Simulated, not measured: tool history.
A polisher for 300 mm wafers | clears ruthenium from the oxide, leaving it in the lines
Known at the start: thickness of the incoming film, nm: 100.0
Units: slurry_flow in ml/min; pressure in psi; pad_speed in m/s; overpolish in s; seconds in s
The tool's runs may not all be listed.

| run | day | slurry_flow | pressure | pad_speed | overpolish | seconds |
|---|---|---|---|---|---|---|
| 1 | 0.000 | 320 | 2.0 | 1.18 | 44 | 86.794 |
| 2 | 0.246 | 255 | 2.0 | 1.18 | 44 | 92.703 |
| 3 | 0.375 | 260 | 2.0 | 1.18 | 44 | 91.545 |
| 4 | 0.458 | 265 | 2.0 | 1.18 | 44 | 90.991 |
| 5 | 0.754 | 235 | 2.0 | 1.18 | 44 | 90.299 |
| 6 | 0.933 | 235 | 2.1 | 1.18 | 44 | 89.404 |
|  | 1.142 | slurry nozzle cleaned |
| 7 | 1.142 | 240 | 2.2 | 1.18 | 44 | 86.927 |

Forecast run 8:
| 8 | 1.246 | 240 | 2.3 | 1.18 | 44 | ? |

Run 8 gave seconds 82.554 s.

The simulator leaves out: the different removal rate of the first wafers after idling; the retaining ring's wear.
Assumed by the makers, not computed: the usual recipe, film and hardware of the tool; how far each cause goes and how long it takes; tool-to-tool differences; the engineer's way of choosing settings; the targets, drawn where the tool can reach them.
